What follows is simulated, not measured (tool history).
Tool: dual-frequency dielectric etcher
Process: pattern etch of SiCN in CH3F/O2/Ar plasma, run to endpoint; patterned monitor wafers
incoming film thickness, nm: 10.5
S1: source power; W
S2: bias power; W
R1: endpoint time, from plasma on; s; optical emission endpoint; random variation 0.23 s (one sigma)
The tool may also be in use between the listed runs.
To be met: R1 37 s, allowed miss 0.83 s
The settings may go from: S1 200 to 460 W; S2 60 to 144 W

run 1 hour=0 | S1=330 S2=102 | R1=29.044
run 2 hour=3 | S1=300 S2=102 | R1=30.877
run 3 hour=8.4 | S1=300 S2=91 | R1=32.797
run 4 hour=16.5 | S1=280 S2=90 | R1=33.959
run 5 hour=20.4 | S1=280 S2=107 | R1=31.382
run 6 hour=28.9 | S1=260 S2=105 | R1=33.508
run 7 hour=33.8 | S1=210 S2=103 | R1=39.912
run 8 hour=41.7 | S1=220 S2=103 | R1=38.133
run 9 hour=44.5 | S1=220 S2=103 | R1=38.246
-- hour=46.6 source power generator calibrated
run 10 hour=46.6 | S1=250 S2=105 | R1=34.838
run 11 hour=49.9 | S1=240 S2=105 | R1=35.822

Which of these 4 next moves meets every target?
run A hour=53.2 | S1=240 S2=97 | R1=?
run B hour=53.2 | S1=220 S2=128 | R1=?
run C hour=53.2 | S1=250 S2=104 | R1=?
run D hour=53.2 | S1=250 S2=106 | R1=?

move=A R1=37.661
move=B R1=35.519
move=C R1=35.381
move=D R1=35.068
A: meets every target
B: further off than the last run
C: further off than the last run
D: further off than the last run
Answer: A
